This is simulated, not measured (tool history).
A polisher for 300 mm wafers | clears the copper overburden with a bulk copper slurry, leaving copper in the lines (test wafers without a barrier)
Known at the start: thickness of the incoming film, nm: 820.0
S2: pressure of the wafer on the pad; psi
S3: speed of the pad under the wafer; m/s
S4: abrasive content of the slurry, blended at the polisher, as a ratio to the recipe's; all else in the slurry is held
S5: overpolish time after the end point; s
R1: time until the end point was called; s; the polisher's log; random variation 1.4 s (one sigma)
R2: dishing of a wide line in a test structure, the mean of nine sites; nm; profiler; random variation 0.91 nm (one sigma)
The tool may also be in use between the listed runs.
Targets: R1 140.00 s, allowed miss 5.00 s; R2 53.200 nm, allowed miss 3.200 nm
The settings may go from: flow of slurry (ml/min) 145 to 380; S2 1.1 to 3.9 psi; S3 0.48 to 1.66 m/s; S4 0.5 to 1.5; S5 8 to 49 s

run 1 hour=0.0 | flow_of_slurry_(ml/min)=245 S2=2.5 S3=1.06 S4=1.0 S5=25 | R1=102.66 R2=94.236
run 2 hour=4.5 | flow_of_slurry_(ml/min)=245 S2=2.5 S3=1.06 S4=0.9 S5=25 | R1=104.71 R2=94.532
run 3 hour=8.5 | flow_of_slurry_(ml/min)=245 S2=2.1 S3=1.06 S4=0.9 S5=25 | R1=124.37 R2=83.105
run 4 hour=15.3 | flow_of_slurry_(ml/min)=245 S2=2.0 S3=1.06 S4=0.9 S5=22 | R1=131.62 R2=74.517
run 5 hour=22.0 | flow_of_slurry_(ml/min)=245 S2=2.0 S3=1.06 S4=0.9 S5=20 | R1=128.09 R2=71.325
run 6 hour=23.5 | flow_of_slurry_(ml/min)=245 S2=2.0 S3=1.06 S4=0.9 S5=12 | R1=131.38 R2=48.722
run 7 hour=31.7 | flow_of_slurry_(ml/min)=245 S2=2.0 S3=1.06 S4=0.9 S5=13 | R1=131.93 R2=51.405
-- hour=34.1 head pressure recalibrated
run 8 hour=34.1 | flow_of_slurry_(ml/min)=240 S2=1.9 S3=1.06 S4=0.9 S5=14 | R1=121.09 R2=57.022
run 9 hour=38.6 | flow_of_slurry_(ml/min)=250 S2=1.9 S3=1.06 S4=0.9 S5=14 | R1=122.67 R2=56.666
run 10 hour=41.6 | flow_of_slurry_(ml/min)=250 S2=1.5 S3=1.06 S4=0.9 S5=16 | R1=150.02 R2=52.208

Which of these 5 next moves meets every target?
run A hour=44.6 | flow_of_slurry_(ml/min)=250 S2=1.4 S3=1.06 S4=0.9 S5=16 | R1=? R2=?
run B hour=44.6 | flow_of_slurry_(ml/min)=240 S2=1.6 S3=1.08 S4=0.9 S5=18 | R1=? R2=?
run C hour=44.6 | flow_of_slurry_(ml/min)=255 S2=1.6 S3=1.06 S4=1.0 S5=15 | R1=? R2=?
run D hour=44.6 | flow_of_slurry_(ml/min)=215 S2=1.4 S3=1.24 S4=1.0 S5=20 | R1=? R2=?
run E hour=44.6 | flow_of_slurry_(ml/min)=205 S2=1.5 S3=1.08 S4=0.9 S5=16 | R1=? R2=?

move=A R1=164.22 R2=48.572
move=B R1=142.88 R2=59.713
move=C R1=141.03 R2=52.718
move=D R1=141.62 R2=63.369
move=E R1=155.17 R2=51.111
A: further off than the last run
B: brings the result that was furthest off to its target, and leaves another outside
C: meets every target
D: brings the result that was furthest off to its target, and leaves another outside
E: further off than the last run
Answer: C
